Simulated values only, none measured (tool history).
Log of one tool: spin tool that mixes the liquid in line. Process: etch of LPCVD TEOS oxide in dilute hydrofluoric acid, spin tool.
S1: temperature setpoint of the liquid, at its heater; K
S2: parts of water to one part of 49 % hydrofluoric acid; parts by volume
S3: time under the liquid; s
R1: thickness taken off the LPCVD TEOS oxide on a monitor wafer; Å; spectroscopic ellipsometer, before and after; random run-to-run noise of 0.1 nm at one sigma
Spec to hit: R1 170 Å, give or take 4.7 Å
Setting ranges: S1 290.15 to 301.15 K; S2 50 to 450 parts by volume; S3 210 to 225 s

{"run": 1, "day": 0.0, "S1": 293.15, "S2": 250, "S3": 210, "R1": 104.5}
{"run": 2, "day": 0.283, "S1": 294.15, "S2": 245, "S3": 210, "R1": 111.67}
{"run": 3, "day": 0.358, "S1": 294.15, "S2": 245, "S3": 225, "R1": 119.33}
{"run": 4, "day": 0.675, "S1": 297.65, "S2": 245, "S3": 225, "R1": 136.76}
{"run": 5, "day": 0.996, "S1": 297.65, "S2": 245, "S3": 225, "R1": 136.17}
{"run": 6, "day": 1.129, "S1": 297.65, "S2": 275, "S3": 225, "R1": 116.91}
{"run": 7, "day": 1.438, "S1": 297.65, "S2": 275, "S3": 225, "R1": 118.16}
{"run": 8, "day": 1.633, "S1": 298.15, "S2": 270, "S3": 225, "R1": 121.75}
{"run": 9, "day": 1.833, "S1": 298.65, "S2": 265, "S3": 225, "R1": 127.78}
{"run": 10, "day": 2.1, "S1": 301.15, "S2": 220, "S3": 225, "R1": 175.69}

Consider the 5 candidate settings below. Which is the only one whose results all fall within their allowed miss of target?
{"run": "A", "day": 2.367, "S1": 300.15, "S2": 220, "S3": 210, "R1": "?"}
{"run": "B", "day": 2.367, "S1": 299.15, "S2": 230, "S3": 225, "R1": "?"}
{"run": "C", "day": 2.367, "S1": 301.15, "S2": 220, "S3": 220, "R1": "?"}
{"run": "D", "day": 2.367, "S1": 301.15, "S2": 240, "S3": 225, "R1": "?"}
{"run": "E", "day": 2.367, "S1": 299.15, "S2": 190, "S3": 210, "R1": "?"}

move=A R1=158.53
move=B R1=155.1
move=C R1=172
move=D R1=157.63
move=E R1=183.21
A: carries the result that was furthest off beyond its target, to the other side
B: carries the result that was furthest off beyond its target, to the other side
C: every result lands within tolerance
D: carries the result that was furthest off beyond its target, to the other side
E: misses by more than the last run did
Go with C: it meets all targets.
